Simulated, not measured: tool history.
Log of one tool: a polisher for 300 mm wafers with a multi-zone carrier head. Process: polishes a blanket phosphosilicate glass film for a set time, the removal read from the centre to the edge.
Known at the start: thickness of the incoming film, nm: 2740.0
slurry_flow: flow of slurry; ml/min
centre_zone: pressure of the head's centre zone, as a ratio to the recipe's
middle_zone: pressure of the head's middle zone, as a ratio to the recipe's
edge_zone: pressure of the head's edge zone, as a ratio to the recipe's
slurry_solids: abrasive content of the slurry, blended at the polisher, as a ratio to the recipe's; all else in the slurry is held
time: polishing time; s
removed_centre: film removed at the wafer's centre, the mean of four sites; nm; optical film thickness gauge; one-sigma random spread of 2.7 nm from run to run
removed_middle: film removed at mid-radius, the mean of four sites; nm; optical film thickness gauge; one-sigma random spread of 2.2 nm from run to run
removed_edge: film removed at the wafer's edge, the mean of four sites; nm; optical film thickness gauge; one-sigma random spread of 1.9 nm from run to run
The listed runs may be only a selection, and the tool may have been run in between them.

run 1 hour=0 | slurry_flow=315 centre_zone=1 middle_zone=1 edge_zone=1 slurry_solids=1 time=64 | removed_centre=443.01 removed_middle=446.22 removed_edge=446.31
run 2 hour=3.1 | slurry_flow=315 centre_zone=1 middle_zone=0.98 edge_zone=0.98 slurry_solids=0.9 time=60 | removed_centre=399.1 removed_middle=389.58 removed_edge=399.25
run 3 hour=8.2 | slurry_flow=315 centre_zone=1 middle_zone=1.05 edge_zone=0.98 slurry_solids=0.9 time=60 | removed_centre=400.48 removed_middle=421.89 removed_edge=396.49
run 4 hour=11.4 | slurry_flow=315 centre_zone=0.92 middle_zone=1.05 edge_zone=0.98 slurry_solids=0.9 time=60 | removed_centre=368.11 removed_middle=422.48 removed_edge=396.8
run 5 hour=15.3 | slurry_flow=315 centre_zone=0.93 middle_zone=1.03 edge_zone=0.96 slurry_solids=0.85 time=56 | removed_centre=336.11 removed_middle=375.26 removed_edge=358.56
run 6 hour=20 | slurry_flow=315 centre_zone=0.93 middle_zone=1.03 edge_zone=0.96 slurry_solids=1.05 time=56 | removed_centre=360.55 removed_middle=407.29 removed_edge=386.65

Run 7 has not been measured yet. What should we expect?
run 7 hour=25.2 | slurry_flow=315 centre_zone=0.94 middle_zone=1.01 edge_zone=0.94 slurry_solids=0.95 time=53 | removed_centre=? removed_middle=? removed_edge=?

Run 7 produced removed_centre 339.49 nm, removed_middle 362.96 nm, removed_edge 343.95 nm.
